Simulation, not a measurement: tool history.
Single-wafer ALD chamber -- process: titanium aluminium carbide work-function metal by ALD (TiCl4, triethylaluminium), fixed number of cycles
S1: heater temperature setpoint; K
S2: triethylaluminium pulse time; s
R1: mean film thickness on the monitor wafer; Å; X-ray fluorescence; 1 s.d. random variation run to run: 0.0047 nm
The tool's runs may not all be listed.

run	hour	S1	S2	R1
1	0.0	553.15	7.89	19.038
2	1.3	550.15	7.54	18.531
3	8.3	547.15	7.37	18.204
4	9.8	544.15	7.20	17.802
5	11.4	535.15	7.20	16.927
6	14.8	543.15	7.20	17.716
7	20.0	541.15	7.11	17.435

Expected results for the next run?
8	26.3	540.15	7.05	?

R1: 17.350 Å
